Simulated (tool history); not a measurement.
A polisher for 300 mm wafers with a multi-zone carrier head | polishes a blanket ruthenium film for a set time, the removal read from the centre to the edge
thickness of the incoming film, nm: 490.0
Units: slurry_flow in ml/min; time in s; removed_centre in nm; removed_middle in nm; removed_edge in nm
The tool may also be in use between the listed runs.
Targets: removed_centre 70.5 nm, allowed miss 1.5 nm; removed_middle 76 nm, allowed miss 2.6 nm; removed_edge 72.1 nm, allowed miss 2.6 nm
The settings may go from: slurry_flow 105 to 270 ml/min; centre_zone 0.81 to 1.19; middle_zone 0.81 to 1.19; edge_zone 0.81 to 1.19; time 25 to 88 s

run  hour  slurry_flow  centre_zone  middle_zone  edge_zone  time  removed_centre  removed_middle  removed_edge
  1     0          175            1            1          1    56          63.734          65.585        64.253
  2   5.5          195            1         1.02       1.03    56          64.713          68.096        65.226
  3   9.8          225            1         1.02       1.03    56          67.105          69.028        66.352
  4  17.3          230            1         1.04       1.06    57           67.59          70.792        70.717
  5  24.7          235            1         1.06       1.05    57          67.804          72.668        68.169
  6  30.6          235            1         1.06       1.05    64          76.505          81.611        77.884
  7    39          220            1         1.05       1.04    64          75.961          81.176        75.617
  8  39.7          205         0.99         1.04       1.04    64          74.337          76.884        76.769
  9  41.8          195         0.99         1.05       1.03    64          74.429          79.692        75.445
 10    48          185         0.98         1.04       1.02    64          71.828          77.782        73.925

4 next moves are on the table. One of them brings every result within its allowed miss. Which?
  A  54.2          155            1         1.07       1.02    63               ?               ?             ?
  B  54.2          205         0.95         1.05       1.11    64               ?               ?             ?
  C  54.2          165         0.89         1.04       0.91    69               ?               ?             ?
  D  54.2          190         0.96         1.11       1.06    63               ?               ?             ?

move  removed_centre  removed_middle  removed_edge
   A            70.6          76.734        70.789
   B          71.603          80.222        77.523
   C          69.599          83.003        74.066
   D          70.389          81.903        73.899
A: meets every target
B: brings the result that was furthest off to its target, and leaves another outside
C: brings the result that was furthest off to its target, and leaves another outside
D: brings the result that was furthest off to its target, and leaves another outside
Move A is the one to make.
